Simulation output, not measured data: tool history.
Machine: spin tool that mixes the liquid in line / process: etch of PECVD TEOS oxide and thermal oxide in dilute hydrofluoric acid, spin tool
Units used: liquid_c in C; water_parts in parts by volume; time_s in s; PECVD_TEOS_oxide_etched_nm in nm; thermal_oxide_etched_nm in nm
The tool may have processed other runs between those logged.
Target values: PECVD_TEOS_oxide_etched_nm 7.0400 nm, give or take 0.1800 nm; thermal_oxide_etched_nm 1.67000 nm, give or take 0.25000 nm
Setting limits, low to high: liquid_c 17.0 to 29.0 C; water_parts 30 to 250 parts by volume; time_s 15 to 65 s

run 1 hour=0.0 | liquid_c=21.0 water_parts=140 time_s=35 | PECVD_TEOS_oxide_etched_nm=4.5242 thermal_oxide_etched_nm=1.06130
run 2 hour=7.6 | liquid_c=19.0 water_parts=140 time_s=35 | PECVD_TEOS_oxide_etched_nm=4.1460 thermal_oxide_etched_nm=1.00490
run 3 hour=13.1 | liquid_c=21.0 water_parts=135 time_s=35 | PECVD_TEOS_oxide_etched_nm=4.7724 thermal_oxide_etched_nm=1.12380
run 4 hour=16.6 | liquid_c=22.5 water_parts=135 time_s=35 | PECVD_TEOS_oxide_etched_nm=5.0639 thermal_oxide_etched_nm=1.14480
run 5 hour=18.4 | liquid_c=23.5 water_parts=130 time_s=35 | PECVD_TEOS_oxide_etched_nm=5.5036 thermal_oxide_etched_nm=1.37650
run 6 hour=19.8 | liquid_c=23.5 water_parts=130 time_s=20 | PECVD_TEOS_oxide_etched_nm=3.1101 thermal_oxide_etched_nm=0.69833
run 7 hour=21.3 | liquid_c=24.5 water_parts=115 time_s=20 | PECVD_TEOS_oxide_etched_nm=3.6993 thermal_oxide_etched_nm=0.85713
run 8 hour=22.7 | liquid_c=25.5 water_parts=105 time_s=20 | PECVD_TEOS_oxide_etched_nm=4.2956 thermal_oxide_etched_nm=1.03230
run 9 hour=23.5 | liquid_c=26.0 water_parts=95 time_s=20 | PECVD_TEOS_oxide_etched_nm=4.8837 thermal_oxide_etched_nm=1.14840
run 10 hour=25.5 | liquid_c=26.5 water_parts=90 time_s=20 | PECVD_TEOS_oxide_etched_nm=5.2909 thermal_oxide_etched_nm=1.23410
run 11 hour=26.1 | liquid_c=27.0 water_parts=85 time_s=20 | PECVD_TEOS_oxide_etched_nm=5.7417 thermal_oxide_etched_nm=1.42150
run 12 hour=30.4 | liquid_c=27.5 water_parts=80 time_s=20 | PECVD_TEOS_oxide_etched_nm=6.3789 thermal_oxide_etched_nm=1.48880
run 13 hour=32.0 | liquid_c=28.0 water_parts=80 time_s=20 | PECVD_TEOS_oxide_etched_nm=6.5174 thermal_oxide_etched_nm=1.56590
run 14 hour=39.1 | liquid_c=28.5 water_parts=80 time_s=20 | PECVD_TEOS_oxide_etched_nm=6.5914 thermal_oxide_etched_nm=1.55030

Next run, 4 choices. One meets every target within its allowed miss, the rest don't. Which?
run A hour=46.2 | liquid_c=28.0 water_parts=85 time_s=20 | PECVD_TEOS_oxide_etched_nm=? thermal_oxide_etched_nm=?
run B hour=46.2 | liquid_c=24.5 water_parts=65 time_s=20 | PECVD_TEOS_oxide_etched_nm=? thermal_oxide_etched_nm=?
run C hour=46.2 | liquid_c=22.5 water_parts=95 time_s=30 | PECVD_TEOS_oxide_etched_nm=? thermal_oxide_etched_nm=?
run D hour=46.2 | liquid_c=29.0 water_parts=90 time_s=25 | PECVD_TEOS_oxide_etched_nm=? thermal_oxide_etched_nm=?

move=A PECVD_TEOS_oxide_etched_nm=6.0130 thermal_oxide_etched_nm=1.38880
move=B PECVD_TEOS_oxide_etched_nm=7.0328 thermal_oxide_etched_nm=1.62440
move=C PECVD_TEOS_oxide_etched_nm=6.4121 thermal_oxide_etched_nm=1.48100
move=D PECVD_TEOS_oxide_etched_nm=7.3255 thermal_oxide_etched_nm=1.69200
A: lands further from the targets than the last run did
B: in spec on every target
C: lands further from the targets than the last run did
D: pushes the last run's worst result past its target
Move B is the one to make.

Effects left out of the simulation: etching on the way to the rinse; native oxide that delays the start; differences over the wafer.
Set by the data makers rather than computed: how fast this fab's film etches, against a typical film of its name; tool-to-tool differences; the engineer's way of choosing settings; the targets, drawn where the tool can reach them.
